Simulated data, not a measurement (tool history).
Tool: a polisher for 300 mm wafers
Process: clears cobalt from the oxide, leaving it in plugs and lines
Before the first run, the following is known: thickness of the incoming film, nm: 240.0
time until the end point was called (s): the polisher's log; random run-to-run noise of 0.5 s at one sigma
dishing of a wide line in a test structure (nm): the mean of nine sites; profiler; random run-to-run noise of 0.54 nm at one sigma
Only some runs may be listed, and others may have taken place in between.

run  hour  flow of slurry (ml/min)  pressure of the wafer on the pad (psi)  speed of the pad under the wafer (m/s)  overpolish time after the end point (s)  time until the end point was called (s)  dishing of a wide line in a test structure (nm)
  1     0                      160                                     2.4                                    0.98                                       20                                   42.524                                           24.978
  2   1.2                      160                                     1.8                                    0.98                                       20                                   55.837                                           24.725
  3  10.1                      140                                     1.8                                    0.98                                       20                                   56.511                                            23.96
  4  13.8                      140                                     1.8                                    0.86                                       20                                   61.494                                           24.146
  5  17.7                      140                                     1.3                                    0.86                                       20                                   86.727                                           23.186
  6  26.7                      135                                     1.6                                    0.88                                       19                                   69.366                                           22.727
  7  33.4                      135                                     1.9                                    0.88                                       19                                   61.519                                            22.98
  8  41.1                      140                                     2.5                                    0.94                                       25                                   41.581                                           24.565
  9  49.6                      140                                     2.6                                    0.94                                       25                                   41.463                                           24.455
 10  54.4                      140                                     2.7                                    0.94                                       25                                   40.842                                           24.993
 11  62.1                      135                                     2.8                                    0.94                                       24                                   37.805                                           24.425
 12  69.2                      135                                     2.9                                    0.94                                       24                                   36.892                                           24.898
 13  70.1                      130                                       3                                    0.94                                       24                                    37.39                                           25.401

What does the tool deliver on the next run?
 14  74.6                      130                                       3                                    0.94                                       26                                        ?                                                ?

{"run 14": {"time until the end point was called (s)": 36.742, "dishing of a wide line in a test structure (nm)": 25.289}}

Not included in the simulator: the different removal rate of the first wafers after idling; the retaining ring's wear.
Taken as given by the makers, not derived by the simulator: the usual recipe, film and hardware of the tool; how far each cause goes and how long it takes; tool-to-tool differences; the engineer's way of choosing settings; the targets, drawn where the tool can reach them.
